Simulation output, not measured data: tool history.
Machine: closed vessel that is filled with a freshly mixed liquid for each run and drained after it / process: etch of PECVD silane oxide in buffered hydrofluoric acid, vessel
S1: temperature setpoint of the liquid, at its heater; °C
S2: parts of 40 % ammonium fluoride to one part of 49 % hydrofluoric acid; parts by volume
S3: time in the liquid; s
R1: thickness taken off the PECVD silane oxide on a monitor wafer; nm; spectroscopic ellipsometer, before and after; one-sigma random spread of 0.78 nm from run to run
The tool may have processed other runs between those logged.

run 1 day=0 | S1=25 S2=11 S3=30 | R1=93.328
run 2 day=0.188 | S1=25 S2=11 S3=30 | R1=93.923
run 3 day=0.367 | S1=26 S2=10.5 S3=30 | R1=104.32
run 4 day=0.488 | S1=26.5 S2=10 S3=30 | R1=111.42
run 5 day=0.662 | S1=25 S2=10 S3=30 | R1=103.21
run 6 day=0.729 | S1=27.5 S2=10 S3=30 | R1=117.6

Run 7, settings as shown, results not yet in. Your forecast:
run 7 day=0.967 | S1=28 S2=9.5 S3=30 | R1=?

{"run 7": {"R1": 125.62}}
